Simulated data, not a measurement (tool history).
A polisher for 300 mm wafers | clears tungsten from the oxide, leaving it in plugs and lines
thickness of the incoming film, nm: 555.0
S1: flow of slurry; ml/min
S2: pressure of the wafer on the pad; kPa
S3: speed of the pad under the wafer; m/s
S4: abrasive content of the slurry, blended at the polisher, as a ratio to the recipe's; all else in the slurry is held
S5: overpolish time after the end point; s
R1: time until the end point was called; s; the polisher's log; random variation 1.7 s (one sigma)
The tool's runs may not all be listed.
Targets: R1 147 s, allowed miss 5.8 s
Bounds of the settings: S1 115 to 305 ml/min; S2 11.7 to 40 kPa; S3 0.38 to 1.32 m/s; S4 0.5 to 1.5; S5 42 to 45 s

| run | hour | S1 | S2 | S3 | S4 | S5 | R1 |
|---|---|---|---|---|---|---|---|
| 1 | 0 | 195 | 25.5 | 0.84 | 1 | 42 | 120.88 |
| 2 | 3 | 195 | 24.8 | 0.84 | 1 | 42 | 122.02 |
| 3 | 11.7 | 195 | 31 | 0.84 | 1 | 42 | 99.969 |
| 4 | 15.1 | 195 | 31 | 0.66 | 1 | 42 | 122.32 |
| 5 | 18.6 | 195 | 30.3 | 0.66 | 1 | 42 | 127.75 |
| 6 | 22.9 | 195 | 30.3 | 0.82 | 1 | 42 | 105.36 |
| 7 | 26.6 | 195 | 29 | 0.82 | 1 | 42 | 110.01 |
| 8 | 28.3 | 195 | 27.6 | 0.82 | 1 | 42 | 114.33 |
| 9 | 30.5 | 195 | 27.6 | 0.82 | 1 | 42 | 115.51 |
| 10 | 36 | 190 | 20.7 | 0.8 | 1 | 42 | 152.82 |

Which of these 5 next moves meets every target?
| A | 41.5 | 240 | 21.4 | 0.8 | 0.9 | 42 | ? |
| B | 41.5 | 125 | 20.7 | 0.98 | 1 | 45 | ? |
| C | 41.5 | 220 | 27.6 | 0.54 | 1.1 | 42 | ? |
| D | 41.5 | 195 | 23.4 | 0.84 | 0.95 | 45 | ? |
| E | 41.5 | 165 | 20 | 0.94 | 1.25 | 42 | ? |

| move | R1 |
|---|---|
| A | 148.94 |
| B | 134.08 |
| C | 164.16 |
| D | 131.41 |
| E | 132.09 |
A: meets every target
B: takes the result that was furthest off past its target
C: further off than the last run
D: takes the result that was furthest off past its target
E: takes the result that was furthest off past its target
Answer: A
